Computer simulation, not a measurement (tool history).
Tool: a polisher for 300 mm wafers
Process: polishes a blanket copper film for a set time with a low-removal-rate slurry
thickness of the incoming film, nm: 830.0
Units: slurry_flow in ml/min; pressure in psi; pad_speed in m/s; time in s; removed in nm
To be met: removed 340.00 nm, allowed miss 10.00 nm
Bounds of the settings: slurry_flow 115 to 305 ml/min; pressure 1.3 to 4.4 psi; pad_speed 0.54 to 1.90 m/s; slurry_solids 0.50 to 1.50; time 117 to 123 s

run  hour  slurry_flow  pressure  pad_speed  slurry_solids  time  removed
  1   0.0          195       2.8       1.22           1.00   117   492.35
  2   5.4          170       2.8       1.22           1.00   117   486.12
  3   6.3          170       2.6       1.22           1.00   117   450.69
  4  11.5          170       2.5       1.22           1.00   117   434.90
  5  14.9          170       2.5       1.22           1.00   123   457.92
  6  19.1          170       2.5       1.48           1.00   123   512.28
  7  24.8          170       2.3       1.48           1.00   123   475.60
  8  29.3          170       2.2       1.48           1.00   123   462.32
  9  34.6          170       2.1       1.48           1.00   123   443.91
 10  37.9          170       2.1       1.48           1.00   123   433.56
 11  38.8          170       2.0       1.48           1.00   123   416.04
 12  45.5          170       1.9       1.48           1.00   123   395.53
 13  47.4          170       1.8       1.48           1.00   123   380.47
 14  54.6          170       1.7       1.48           1.00   123   361.39

5 next moves are on the table. One of them brings every result within its allowed miss. Which?
  A  61.8          185       1.9       1.32           1.10   121        ?
  B  61.8          185       1.7       1.70           0.90   123        ?
  C  61.8          150       2.2       1.30           0.85   117        ?
  D  61.8          155       1.9       1.42           0.95   123        ?
  E  61.8          150       1.8       1.32           1.05   117        ?

move  removed
   A   377.43
   B   383.98
   C   373.61
   D   377.21
   E   334.79
A: further off than the last run
B: further off than the last run
C: further off than the last run
D: further off than the last run
E: meets every target
Answer: E
